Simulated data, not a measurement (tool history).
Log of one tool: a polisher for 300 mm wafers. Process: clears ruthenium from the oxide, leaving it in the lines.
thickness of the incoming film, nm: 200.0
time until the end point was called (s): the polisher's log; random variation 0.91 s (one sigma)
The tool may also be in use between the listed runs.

run,hour,flow of slurry (ml/min),pressure of the wafer on the pad (psi),speed of the pad under the wafer (m/s),overpolish time after the end point (s),time until the end point was called (s)
1,0,290,2.6,1.24,27,138.53
2,9.1,290,2.6,1.04,27,152.66
3,9.9,230,2.6,1.04,27,158.89
4,16.8,230,2.6,1.32,27,134.15
5,22.4,230,2.6,1.06,27,156.33
6,23.2,230,2.8,1.06,27,143.42
7,25.9,230,3,1.06,27,132.22
8,33.6,230,3.2,1.06,27,123.95
9,37.1,230,3.3,1.08,27,122.21
10,44.9,230,3.4,1.12,27,116.2
11,49.2,230,3.5,1.14,27,112.82

The next listed run, before its measurement:
12,50.2,230,3.6,1.18,27,?

time until the end point was called (s): 104.24
